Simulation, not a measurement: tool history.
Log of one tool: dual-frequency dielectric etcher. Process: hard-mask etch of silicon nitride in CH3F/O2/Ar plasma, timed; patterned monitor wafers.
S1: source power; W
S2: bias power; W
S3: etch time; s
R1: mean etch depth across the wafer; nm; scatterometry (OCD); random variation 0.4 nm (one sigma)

Run 1, hour 0.0: S1 380 W, S2 78 W, S3 114.5 s. Result: R1 77.028 nm.
Run 2, hour 6.3: S1 440 W, S2 78 W, S3 114.5 s. Result: R1 80.924 nm.
Run 3, hour 14.6: S1 440 W, S2 78 W, S3 114.5 s. Result: R1 80.780 nm.
Run 4, hour 20.5: S1 440 W, S2 78 W, S3 114.5 s. Result: R1 80.359 nm.
Run 5, hour 26.5: S1 370 W, S2 78 W, S3 114.5 s. Result: R1 75.880 nm.
Run 6, hour 28.7: S1 310 W, S2 78 W, S3 114.5 s. Result: R1 70.689 nm.

Run 7 comes next. What will it give?
Run 7, hour 36.7: S1 340 W, S2 80 W, S3 114.5 s. Result: R1 ?.

Run 7 gave R1 74.056 nm.
